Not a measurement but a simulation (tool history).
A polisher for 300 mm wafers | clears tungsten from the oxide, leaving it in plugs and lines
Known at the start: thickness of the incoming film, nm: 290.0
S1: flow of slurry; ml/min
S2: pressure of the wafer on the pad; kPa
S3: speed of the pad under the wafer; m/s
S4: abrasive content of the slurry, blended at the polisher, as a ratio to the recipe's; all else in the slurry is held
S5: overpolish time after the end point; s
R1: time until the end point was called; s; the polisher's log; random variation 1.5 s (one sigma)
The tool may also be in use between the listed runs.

run,hour,S1,S2,S3,S4,S5,R1
1,0,280,26.9,1,1,48,49.363
2,5.5,280,21.4,1,1,48,64.078
3,12.4,280,20,1,1,48,66.733
4,18.9,280,20,1,1,48,66.271
5,20.9,210,20,1,1,48,66.395
6,22.2,210,20,1.2,1,48,55.886

Forecast run 7:
7,25.4,210,18.6,1.14,1,48,?

R1: 64.578 s
